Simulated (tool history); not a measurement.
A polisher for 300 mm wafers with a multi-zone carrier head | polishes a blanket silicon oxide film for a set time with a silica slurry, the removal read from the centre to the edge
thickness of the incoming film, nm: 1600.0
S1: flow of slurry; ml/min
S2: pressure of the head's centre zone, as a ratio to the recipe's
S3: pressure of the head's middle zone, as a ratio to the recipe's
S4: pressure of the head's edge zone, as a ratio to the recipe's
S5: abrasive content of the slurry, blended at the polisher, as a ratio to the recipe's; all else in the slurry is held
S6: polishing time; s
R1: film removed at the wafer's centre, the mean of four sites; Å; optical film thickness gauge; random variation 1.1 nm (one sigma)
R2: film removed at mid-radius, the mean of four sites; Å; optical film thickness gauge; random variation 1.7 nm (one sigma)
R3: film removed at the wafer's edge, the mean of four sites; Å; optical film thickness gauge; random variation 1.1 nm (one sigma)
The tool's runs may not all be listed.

run 1 hour=0 | S1=300 S2=1 S3=1 S4=1 S5=1 S6=70 | R1=1419 R2=1408 R3=1395
run 2 hour=4.3 | S1=295 S2=0.97 S3=0.99 S4=0.98 S5=0.95 S6=70 | R1=1344.9 R2=1333.4 R3=1340.4
run 3 hour=5.6 | S1=350 S2=0.97 S3=0.99 S4=0.98 S5=0.95 S6=70 | R1=1347.6 R2=1379.6 R3=1362.2
run 4 hour=7.8 | S1=350 S2=0.97 S3=1.03 S4=0.98 S5=0.95 S6=70 | R1=1364.9 R2=1416.9 R3=1384.7
run 5 hour=13.3 | S1=345 S2=0.94 S3=1.02 S4=0.96 S5=0.95 S6=70 | R1=1318.5 R2=1403.3 R3=1353.7
run 6 hour=18.3 | S1=340 S2=0.92 S3=1.01 S4=0.95 S5=0.95 S6=70 | R1=1322.6 R2=1386.7 R3=1341
run 7 hour=27.3 | S1=340 S2=0.9 S3=1.01 S4=0.95 S5=0.9 S6=70 | R1=1254.9 R2=1361.6 R3=1324.6
run 8 hour=30.7 | S1=340 S2=0.89 S3=1 S4=0.94 S5=0.9 S6=70 | R1=1210.7 R2=1320.1 R3=1307.4
run 9 hour=35.5 | S1=340 S2=0.89 S3=1 S4=0.94 S5=0.9 S6=70 | R1=1231.8 R2=1307.1 R3=1301.2
run 10 hour=39 | S1=340 S2=0.88 S3=1 S4=0.93 S5=0.9 S6=70 | R1=1218.5 R2=1326.3 R3=1283
run 11 hour=42.3 | S1=335 S2=0.87 S3=0.99 S4=0.92 S5=0.9 S6=70 | R1=1178.9 R2=1333.5 R3=1271.4
run 12 hour=46.3 | S1=330 S2=0.87 S3=0.98 S4=0.92 S5=0.9 S6=70 | R1=1189.2 R2=1300.2 R3=1278.1
run 13 hour=47.4 | S1=325 S2=0.86 S3=0.98 S4=0.91 S5=0.9 S6=70 | R1=1188 R2=1315.9 R3=1275.1
run 14 hour=52.2 | S1=325 S2=0.86 S3=0.98 S4=0.91 S5=0.9 S6=70 | R1=1192.3 R2=1320.2 R3=1267.1

The next listed run, before its measurement:
run 15 hour=58.6 | S1=325 S2=0.85 S3=0.97 S4=0.91 S5=0.9 S6=70 | R1=? R2=? R3=?

R1: 1170 Å
R2: 1300.8 Å
R3: 1272.7 Å
